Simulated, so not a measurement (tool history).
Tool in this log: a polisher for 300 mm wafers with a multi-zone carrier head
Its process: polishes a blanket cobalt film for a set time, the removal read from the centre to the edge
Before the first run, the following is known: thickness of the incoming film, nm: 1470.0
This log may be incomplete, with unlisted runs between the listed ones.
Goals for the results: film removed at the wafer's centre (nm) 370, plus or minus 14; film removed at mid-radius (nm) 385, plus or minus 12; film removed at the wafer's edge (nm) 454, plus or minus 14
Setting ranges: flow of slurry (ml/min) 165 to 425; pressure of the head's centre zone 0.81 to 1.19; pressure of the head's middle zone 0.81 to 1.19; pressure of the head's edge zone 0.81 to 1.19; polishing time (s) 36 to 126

run,day,flow of slurry (ml/min),pressure of the head's centre zone,pressure of the head's middle zone,pressure of the head's edge zone,polishing time (s),film removed at the wafer's centre (nm),film removed at mid-radius (nm),film removed at the wafer's edge (nm)
1,0,275,1,1,1,81,391.36,398,394.73
2,0.271,305,1,1,1,81,395.8,408.08,401.9
3,0.546,370,1,1,1,81,405.14,406.45,406.73
4,0.762,370,1,1,1.05,81,402.9,413.32,409.71
5,1.042,370,1.07,1,1.05,81,425.81,406.78,414.65
6,1.192,360,1,0.94,1.09,83,412.67,397.93,424.84
7,1.225,315,0.9,0.84,1.19,89,389.56,377.31,473.76
8,1.417,315,0.89,0.85,1.17,89,390.46,392.13,473.42

Next run, 5 choices. One meets every target within its allowed miss, the rest don't. Which?
A,1.608,275,0.83,0.82,1.19,95,?,?,?
B,1.608,380,0.93,0.81,1.03,93,?,?,?
C,1.608,340,0.87,0.85,1.13,87,?,?,?
D,1.608,385,0.81,0.81,1.19,91,?,?,?
E,1.608,315,0.92,0.84,1.15,90,?,?,?

move,film removed at the wafer's centre (nm),film removed at mid-radius (nm),film removed at the wafer's edge (nm)
A,377.59,397.25,509.08
B,426.62,395.03,479.78
C,369.86,381.32,462.38
D,363.51,387.06,497.83
E,402.07,388.18,479.6
A: gets the furthest-off result to its target, but another result is out of tolerance
B: moves away from the targets compared with the last run
C: all results in spec
D: gets the furthest-off result to its target, but another result is out of tolerance
E: moves away from the targets compared with the last run
C meets every target.
